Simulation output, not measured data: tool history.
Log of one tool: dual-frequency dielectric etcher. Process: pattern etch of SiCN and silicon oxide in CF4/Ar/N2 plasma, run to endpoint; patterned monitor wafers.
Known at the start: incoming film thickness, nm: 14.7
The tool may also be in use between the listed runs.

run,hour,source power (W),bias power (W),Ar flow (sccm),CF4 flow (sccm),endpoint time (s)
1,0.0,500,71,117,71,14.658
2,1.4,500,71,132,71,15.184
3,2.4,450,70,132,71,16.710
4,7.4,520,70,132,71,14.652
5,13.9,470,69,132,71,16.173
6,15.5,430,68,132,71,17.738
7,16.1,410,68,132,71,18.473

The next listed run, before its measurement:
8,19.1,400,68,132,71,?

Run 8 gave endpoint time (s) 18.943.
